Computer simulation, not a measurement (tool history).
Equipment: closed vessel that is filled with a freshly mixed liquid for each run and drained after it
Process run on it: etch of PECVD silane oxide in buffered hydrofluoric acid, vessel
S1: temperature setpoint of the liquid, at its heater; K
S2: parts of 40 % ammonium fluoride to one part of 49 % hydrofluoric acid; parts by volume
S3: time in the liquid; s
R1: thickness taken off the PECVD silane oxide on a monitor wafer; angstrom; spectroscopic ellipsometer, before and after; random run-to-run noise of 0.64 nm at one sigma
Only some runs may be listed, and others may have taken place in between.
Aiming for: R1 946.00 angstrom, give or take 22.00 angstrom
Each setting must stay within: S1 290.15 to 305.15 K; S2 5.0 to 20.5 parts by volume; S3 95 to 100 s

run 1 day=0.000 | S1=297.15 S2=12.5 S3=95 | R1=1741.10
run 2 day=0.046 | S1=295.65 S2=13.0 S3=95 | R1=1535.40
run 3 day=0.346 | S1=295.65 S2=10.5 S3=95 | R1=1884.40
run 4 day=0.667 | S1=295.65 S2=10.5 S3=100 | R1=1965.40
run 5 day=0.946 | S1=295.65 S2=14.0 S3=100 | R1=1506.50
run 6 day=0.996 | S1=294.65 S2=14.5 S3=100 | R1=1365.50
run 7 day=1.183 | S1=293.65 S2=14.5 S3=100 | R1=1315.70
run 8 day=1.517 | S1=293.15 S2=15.0 S3=100 | R1=1231.20
run 9 day=1.767 | S1=292.65 S2=15.5 S3=100 | R1=1154.20
run 10 day=2.129 | S1=292.15 S2=15.5 S3=100 | R1=1121.70
run 11 day=2.167 | S1=291.65 S2=15.5 S3=100 | R1=1092.90

Which single option among these 5 for the next run brings every result within its allowed miss of target? Just one does.
run A day=2.204 | S1=291.65 S2=16.0 S3=95 | R1=?
run B day=2.204 | S1=294.15 S2=19.5 S3=95 | R1=?
run C day=2.204 | S1=290.15 S2=15.5 S3=100 | R1=?
run D day=2.204 | S1=293.15 S2=14.5 S3=95 | R1=?
run E day=2.204 | S1=290.15 S2=15.0 S3=95 | R1=?

move=A R1=1012.30
move=B R1=958.39
move=C R1=1009.40
move=D R1=1213.60
move=E R1=990.43
A: closer than the last run, but not yet in spec
B: every result within its allowed miss
C: closer than the last run, but not yet in spec
D: misses by more than the last run did
E: closer than the last run, but not yet in spec
B meets every target.
